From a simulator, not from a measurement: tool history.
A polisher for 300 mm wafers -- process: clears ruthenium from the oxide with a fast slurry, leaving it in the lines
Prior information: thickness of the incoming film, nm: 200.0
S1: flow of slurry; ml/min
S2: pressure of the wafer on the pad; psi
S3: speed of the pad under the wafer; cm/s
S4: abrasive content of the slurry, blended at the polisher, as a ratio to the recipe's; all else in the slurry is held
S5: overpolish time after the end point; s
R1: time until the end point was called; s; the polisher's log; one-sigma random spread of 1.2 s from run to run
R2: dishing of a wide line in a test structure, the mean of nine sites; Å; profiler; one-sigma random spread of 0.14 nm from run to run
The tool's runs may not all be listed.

run	day	S1	S2	S3	S4	S5	R1	R2
1	0	245	3.2	116	1	15	45.22	355.28
2	0.283	245	3.2	116	1	19	45.994	413.65
3	0.321	245	2.9	108	1	16	54.025	336.27
4	0.646	245	2.2	108	1	16	70.571	289.76
5	0.788	245	2.2	124	1	16	62.064	315.52
6	0.962	245	2.2	124	1.15	16	59.599	325.61
7	1.233	245	2.2	92	0.9	9	83.451	168.59
8	1.446	265	3.1	60	0.65	4	96.914	67.393
9	1.733	265	3.2	62	0.65	4	89.613	71.925
# day 1.962: head pressure recalibrated
10	1.962	265	3.2	64	0.65	4	80.28	80.409

Run 11 is up next; what results do you expect?
11	2.017	265	3.1	64	0.65	4	?	?

{"run 11": {"R1": 82.699, "R2": 80.653}}

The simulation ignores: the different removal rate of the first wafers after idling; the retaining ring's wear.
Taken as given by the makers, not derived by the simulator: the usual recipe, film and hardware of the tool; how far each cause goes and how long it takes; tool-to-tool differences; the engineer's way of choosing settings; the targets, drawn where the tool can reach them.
